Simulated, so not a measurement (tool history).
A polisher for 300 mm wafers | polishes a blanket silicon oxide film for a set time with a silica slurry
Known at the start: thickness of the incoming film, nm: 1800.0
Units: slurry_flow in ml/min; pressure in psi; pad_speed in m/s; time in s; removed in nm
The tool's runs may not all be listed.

run,day,slurry_flow,pressure,pad_speed,slurry_solids,time,removed
1,0,135,5,0.98,1,51,208.7
2,0.05,135,4.6,0.98,1,51,186.75
3,0.204,135,5.8,0.98,1,51,232.92
4,0.329,120,5.8,0.98,1,51,235.73
5,0.662,120,5.2,0.96,1,51,204.49
6,0.896,120,5.2,0.96,1.15,51,217.72
7,1.1,120,4.7,0.94,1.15,51,195.9
8,1.246,120,4.3,0.94,1.15,51,179.32

The next listed run, before its measurement:
9,1.317,120,4,0.94,1.15,51,?

Run 9 gave removed 166.86 nm.

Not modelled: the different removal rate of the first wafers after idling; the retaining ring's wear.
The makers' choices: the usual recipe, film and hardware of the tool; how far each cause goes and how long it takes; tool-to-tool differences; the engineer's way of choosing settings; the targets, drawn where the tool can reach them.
